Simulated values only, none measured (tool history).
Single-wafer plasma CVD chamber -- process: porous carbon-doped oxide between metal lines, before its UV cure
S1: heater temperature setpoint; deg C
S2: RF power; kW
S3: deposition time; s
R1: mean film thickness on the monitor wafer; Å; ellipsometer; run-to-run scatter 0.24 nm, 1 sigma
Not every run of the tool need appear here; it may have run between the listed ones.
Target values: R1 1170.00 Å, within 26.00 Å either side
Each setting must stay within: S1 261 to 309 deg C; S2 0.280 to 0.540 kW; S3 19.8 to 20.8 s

{"run": 1, "day": 0.0, "S1": 285, "S2": 0.41, "S3": 20.8, "R1": 978.27}
{"run": 2, "day": 0.067, "S1": 277, "S2": 0.41, "S3": 20.8, "R1": 1032.0}
{"run": 3, "day": 0.125, "S1": 287, "S2": 0.41, "S3": 20.8, "R1": 962.11}
{"run": 4, "day": 0.246, "S1": 281, "S2": 0.415, "S3": 20.8, "R1": 1013.9}
{"run": 5, "day": 0.267, "S1": 281, "S2": 0.36, "S3": 20.8, "R1": 881.77}
{"run": 6, "day": 0.604, "S1": 274, "S2": 0.36, "S3": 20.8, "R1": 921.82}
{"run": 7, "day": 0.938, "S1": 271, "S2": 0.38, "S3": 20.8, "R1": 994.64}
{"run": 8, "day": 1.25, "S1": 269, "S2": 0.39, "S3": 20.8, "R1": 1037.0}
{"run": 9, "day": 1.288, "S1": 267, "S2": 0.395, "S3": 20.8, "R1": 1058.3}
{"run": 10, "day": 1.521, "S1": 266, "S2": 0.4, "S3": 20.8, "R1": 1081.2}
{"run": 11, "day": 1.838, "S1": 265, "S2": 0.405, "S3": 20.8, "R1": 1099.4}
{"run": 12, "day": 2.146, "S1": 261, "S2": 0.43, "S3": 20.8, "R1": 1200.2}

Next run, 5 choices. One meets every target within its allowed miss, the rest don't. Which?
{"run": "A", "day": 2.454, "S1": 261, "S2": 0.44, "S3": 20.6, "R1": "?"}
{"run": "B", "day": 2.454, "S1": 261, "S2": 0.425, "S3": 20.3, "R1": "?"}
{"run": "C", "day": 2.454, "S1": 274, "S2": 0.515, "S3": 20.2, "R1": "?"}
{"run": "D", "day": 2.454, "S1": 261, "S2": 0.46, "S3": 20.4, "R1": "?"}
{"run": "E", "day": 2.454, "S1": 265, "S2": 0.475, "S3": 20.3, "R1": "?"}

move=A R1=1220.80
move=B R1=1165.00
move=C R1=1246.50
move=D R1=1256.00
move=E R1=1248.10
A: the biggest miss grows against the last run
B: meets every target
C: the biggest miss grows against the last run
D: the biggest miss grows against the last run
E: the biggest miss grows against the last run
The move that meets every target is B.
